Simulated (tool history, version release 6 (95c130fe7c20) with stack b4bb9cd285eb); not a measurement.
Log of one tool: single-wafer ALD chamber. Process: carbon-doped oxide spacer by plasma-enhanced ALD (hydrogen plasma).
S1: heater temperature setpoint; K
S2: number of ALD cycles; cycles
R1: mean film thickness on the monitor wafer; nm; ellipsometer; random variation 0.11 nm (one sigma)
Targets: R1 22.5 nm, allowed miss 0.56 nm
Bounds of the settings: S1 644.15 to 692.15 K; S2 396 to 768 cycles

Run 1, hour 0: S1 668.15 K, S2 582 cycles. Result: R1 28.765 nm.
Run 2, hour 8.3: S1 668.15 K, S2 560 cycles. Result: R1 27.332 nm.
Run 3, hour 16.4: S1 668.15 K, S2 544 cycles. Result: R1 26.887 nm.
Run 4, hour 22.4: S1 668.15 K, S2 604 cycles. Result: R1 29.671 nm.
Run 5, hour 26.4: S1 668.15 K, S2 549 cycles. Result: R1 27.13 nm.
Run 6, hour 28.2: S1 668.15 K, S2 531 cycles. Result: R1 26.42 nm.
Run 7, hour 31.2: S1 668.15 K, S2 438 cycles. Result: R1 21.544 nm.
Run 8, hour 38: S1 668.15 K, S2 441 cycles. Result: R1 21.675 nm.
Run 9, hour 40.1: S1 668.15 K, S2 444 cycles. Result: R1 21.899 nm.

5 next moves are on the table. One of them brings every result within its allowed miss. Which?
Run A, hour 42.2: S1 669.15 K, S2 437 cycles. Result: R1 ?.
Run B, hour 42.2: S1 673.15 K, S2 455 cycles. Result: R1 ?.
Run C, hour 42.2: S1 678.15 K, S2 489 cycles. Result: R1 ?.
Run D, hour 42.2: S1 672.15 K, S2 425 cycles. Result: R1 ?.
Run E, hour 42.2: S1 667.15 K, S2 419 cycles. Result: R1 ?.

move      R1
   A  21.497
   B  22.383
   C  23.781
   D  20.907
   E  20.612
A: further off than the last run
B: meets every target
C: takes the result that was furthest off past its target
D: further off than the last run
E: further off than the last run
Answer: B

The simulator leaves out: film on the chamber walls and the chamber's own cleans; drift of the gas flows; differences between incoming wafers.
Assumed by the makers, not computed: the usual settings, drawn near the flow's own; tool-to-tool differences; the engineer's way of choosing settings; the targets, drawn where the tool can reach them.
